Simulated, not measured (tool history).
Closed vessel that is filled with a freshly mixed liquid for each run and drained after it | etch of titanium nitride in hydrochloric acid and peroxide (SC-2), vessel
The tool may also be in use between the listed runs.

run,day,temperature setpoint of the liquid (K),parts of water to one part each of 37 % hydrochloric acid and 30 % peroxide (parts by volume),time in the liquid (s),thickness taken off the titanium nitride on a monitor wafer (nm)
1,0.000,328.15,6,2250,93.653
2,0.246,328.15,6,2400,99.202
3,0.642,324.65,6,2400,80.291
4,0.700,326.15,6,2400,87.117
5,0.938,327.65,6,2400,96.642
6,1.029,322.15,6,2400,68.166
7,1.204,324.15,6,2400,77.628

Forecast run 8:
8,1.275,326.15,6,2400,?

Run 8 gave thickness taken off the titanium nitride on a monitor wafer (nm) 88.386.
